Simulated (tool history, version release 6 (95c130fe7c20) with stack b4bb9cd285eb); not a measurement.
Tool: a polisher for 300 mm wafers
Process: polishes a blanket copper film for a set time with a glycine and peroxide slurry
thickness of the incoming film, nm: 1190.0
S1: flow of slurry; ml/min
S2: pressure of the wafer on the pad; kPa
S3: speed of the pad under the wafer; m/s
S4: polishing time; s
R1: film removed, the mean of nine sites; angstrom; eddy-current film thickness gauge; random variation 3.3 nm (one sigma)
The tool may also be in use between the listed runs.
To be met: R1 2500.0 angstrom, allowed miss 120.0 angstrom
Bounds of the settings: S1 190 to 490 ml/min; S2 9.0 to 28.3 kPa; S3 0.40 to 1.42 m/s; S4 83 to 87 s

run    day   S1    S2    S3  S4      R1
  1  0.000  315  18.6  0.90  83  3818.1
  2  0.217  315  16.5  0.88  83  3398.7
  3  0.592  315  15.2  0.86  83  3134.5
  4  0.812  315  15.2  0.86  83  3213.6
  5  1.096  315  13.8  0.84  83  2893.1
  6  1.425  315  13.8  0.84  87  3089.0
  7  1.717  315   9.0  0.80  87  2173.4
  8  1.767  315  11.7  0.82  87  2659.7

5 next moves are on the table. One of them brings every result within its allowed miss. Which?
  A  1.817  310  11.0  0.74  83   ?
  B  1.817  360  11.0  0.78  85   ?
  C  1.817  270  12.4  0.64  83   ?
  D  1.817  260   9.7  0.82  86   ?
  E  1.817  315  11.7  0.88  87   ?

move      R1
   A  2322.3
   B  2475.7
   C  2306.8
   D  2274.4
   E  2788.5
A: takes the result that was furthest off past its target
B: meets every target
C: takes the result that was furthest off past its target
D: takes the result that was furthest off past its target
E: further off than the last run
Answer: B
